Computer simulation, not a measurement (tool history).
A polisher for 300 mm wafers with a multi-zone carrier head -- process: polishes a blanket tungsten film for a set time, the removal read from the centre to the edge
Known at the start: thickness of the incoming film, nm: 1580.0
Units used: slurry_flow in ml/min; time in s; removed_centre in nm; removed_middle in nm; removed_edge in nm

Run 1, hour 0.0: slurry_flow 270 ml/min, centre_zone 1.00, middle_zone 1.00, edge_zone 1.00, slurry_solids 1.00, time 78 s. Result: removed_centre 260.47 nm, removed_middle 255.98 nm, removed_edge 260.85 nm.
Run 2, hour 7.1: slurry_flow 265 ml/min, centre_zone 0.98, middle_zone 1.00, edge_zone 1.02, slurry_solids 1.05, time 81 s. Result: removed_centre 265.66 nm, removed_middle 268.59 nm, removed_edge 273.63 nm.
Run 3, hour 11.0: slurry_flow 265 ml/min, centre_zone 0.96, middle_zone 0.99, edge_zone 1.04, slurry_solids 1.10, time 84 s. Result: removed_centre 274.33 nm, removed_middle 283.17 nm, removed_edge 294.95 nm.
Run 4, hour 14.3: slurry_flow 265 ml/min, centre_zone 0.95, middle_zone 0.99, edge_zone 1.06, slurry_solids 1.15, time 85 s. Result: removed_centre 274.66 nm, removed_middle 287.11 nm, removed_edge 306.04 nm.
Run 5, hour 19.9: slurry_flow 270 ml/min, centre_zone 0.95, middle_zone 0.99, edge_zone 1.08, slurry_solids 1.20, time 86 s. Result: removed_centre 282.58 nm, removed_middle 297.69 nm, removed_edge 317.20 nm.
Run 6, hour 22.8: slurry_flow 270 ml/min, centre_zone 0.95, middle_zone 0.99, edge_zone 1.10, slurry_solids 1.25, time 87 s. Result: removed_centre 290.07 nm, removed_middle 294.74 nm, removed_edge 317.79 nm.

Run 7, settings as shown, results not yet in. Your forecast:
Run 7, hour 25.0: slurry_flow 270 ml/min, centre_zone 0.94, middle_zone 0.99, edge_zone 1.11, slurry_solids 1.30, time 89 s. Result: removed_centre ?, removed_middle ?, removed_edge ?.

Run 7 gave removed_centre 293.54 nm, removed_middle 310.82 nm, removed_edge 330.75 nm.
